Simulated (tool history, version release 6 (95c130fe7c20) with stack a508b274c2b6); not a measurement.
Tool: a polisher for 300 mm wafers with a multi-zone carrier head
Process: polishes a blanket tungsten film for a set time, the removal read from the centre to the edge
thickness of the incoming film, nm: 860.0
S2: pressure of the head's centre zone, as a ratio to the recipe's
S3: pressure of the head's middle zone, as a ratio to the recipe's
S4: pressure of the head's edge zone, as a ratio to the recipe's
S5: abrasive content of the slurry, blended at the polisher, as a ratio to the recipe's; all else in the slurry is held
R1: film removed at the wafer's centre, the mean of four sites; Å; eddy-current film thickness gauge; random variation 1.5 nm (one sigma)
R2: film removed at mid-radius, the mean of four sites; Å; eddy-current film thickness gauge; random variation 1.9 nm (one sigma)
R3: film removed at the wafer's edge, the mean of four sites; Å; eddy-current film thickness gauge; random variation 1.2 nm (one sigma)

Run 1, hour 0.0: flow of slurry (ml/min) 270, S2 1.00, S3 1.00, S4 1.00, S5 1.00, polishing time (s) 57. Result: R1 3168.4 Å, R2 3182.1 Å, R3 3187.0 Å.
Run 2, hour 1.9: flow of slurry (ml/min) 295, S2 1.00, S3 1.00, S4 1.00, S5 1.00, polishing time (s) 57. Result: R1 3271.9 Å, R2 3205.4 Å, R3 3192.5 Å.
Run 3, hour 6.2: flow of slurry (ml/min) 295, S2 0.98, S3 0.98, S4 0.98, S5 0.90, polishing time (s) 54. Result: R1 2978.6 Å, R2 2926.7 Å, R3 2927.8 Å.
Run 4, hour 14.4: flow of slurry (ml/min) 295, S2 0.98, S3 0.98, S4 0.98, S5 0.80, polishing time (s) 54. Result: R1 2868.9 Å, R2 2823.9 Å, R3 2852.3 Å.
Run 5, hour 20.2: flow of slurry (ml/min) 295, S2 0.98, S3 0.98, S4 0.95, S5 0.80, polishing time (s) 54. Result: R1 2902.7 Å, R2 2859.7 Å, R3 2806.2 Å.
Run 6, hour 21.6: flow of slurry (ml/min) 330, S2 0.98, S3 0.98, S4 0.95, S5 0.80, polishing time (s) 54. Result: R1 2908.0 Å, R2 2849.1 Å, R3 2845.7 Å.
Run 7, hour 25.4: flow of slurry (ml/min) 330, S2 0.98, S3 0.98, S4 0.95, S5 0.80, polishing time (s) 54. Result: R1 2968.9 Å, R2 2851.8 Å, R3 2851.1 Å.
Run 8, hour 33.9: flow of slurry (ml/min) 315, S2 0.95, S3 0.96, S4 0.93, S5 0.75, polishing time (s) 52. Result: R1 2689.7 Å, R2 2665.0 Å, R3 2672.2 Å.
Run 9, hour 34.8: flow of slurry (ml/min) 305, S2 0.93, S3 0.94, S4 0.91, S5 0.70, polishing time (s) 50. Result: R1 2439.1 Å, R2 2509.0 Å, R3 2480.9 Å.

Forecast run 10:
Run 10, hour 36.0: flow of slurry (ml/min) 300, S2 0.92, S3 0.92, S4 0.90, S5 0.65, polishing time (s) 49. Result: R1 ?, R2 ?, R3 ?.

R1: 2378.2 Å
R2: 2376.6 Å
R3: 2388.8 Å
